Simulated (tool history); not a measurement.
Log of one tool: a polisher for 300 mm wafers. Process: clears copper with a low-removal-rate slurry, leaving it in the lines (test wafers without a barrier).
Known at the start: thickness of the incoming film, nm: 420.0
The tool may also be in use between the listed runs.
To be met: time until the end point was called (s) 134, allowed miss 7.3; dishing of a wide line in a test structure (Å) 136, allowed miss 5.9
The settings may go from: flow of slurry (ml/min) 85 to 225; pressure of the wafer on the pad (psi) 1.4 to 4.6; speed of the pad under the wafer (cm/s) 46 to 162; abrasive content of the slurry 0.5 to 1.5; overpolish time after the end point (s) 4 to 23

run  hour  flow of slurry (ml/min)  pressure of the wafer on the pad (psi)  speed of the pad under the wafer (cm/s)  abrasive content of the slurry  overpolish time after the end point (s)  time until the end point was called (s)  dishing of a wide line in a test structure (Å)
  1     0                      145                                       3                                      104                               1                                       12                                   122.61                                          270.58
  2   3.8                      145                                     2.4                                      104                               1                                       12                                   148.07                                          225.75
  3   9.9                      145                                     2.4                                      104                             0.8                                       12                                   158.76                                          216.26
  4  15.1                      145                                     2.4                                      106                            0.85                                       11                                   148.55                                          203.79
  5  18.1                      165                                     2.4                                      106                            0.85                                       11                                   151.42                                          207.42
  6  22.6                      165                                       3                                      106                            0.85                                       11                                   120.48                                          249.89
  7  24.2                      180                                     2.4                                      110                            0.85                                        5                                   144.37                                          108.87
  8  29.5                      180                                     2.5                                      110                            0.85                                        5                                   138.69                                          115.19

Which of these 4 next moves meets every target?
  A  34.8                      175                                     2.4                                      118                            0.75                                        7                                        ?                                               ?
  B  34.8                      195                                     2.7                                      108                            0.75                                        4                                        ?                                               ?
  C  34.8                      175                                     2.8                                       86                            0.95                                        7                                        ?                                               ?
  D  34.8                      180                                     2.6                                      108                             0.9                                        6                                        ?                                               ?

move  time until the end point was called (s)  dishing of a wide line in a test structure (Å)
   A                                   139.24                                          153.31
   B                                   133.74                                          96.049
   C                                   154.22                                          140.44
   D                                   134.15                                          138.46
A: takes the result that was furthest off past its target
B: further off than the last run
C: brings the result that was furthest off to its target, and leaves another outside
D: meets every target
Answer: D
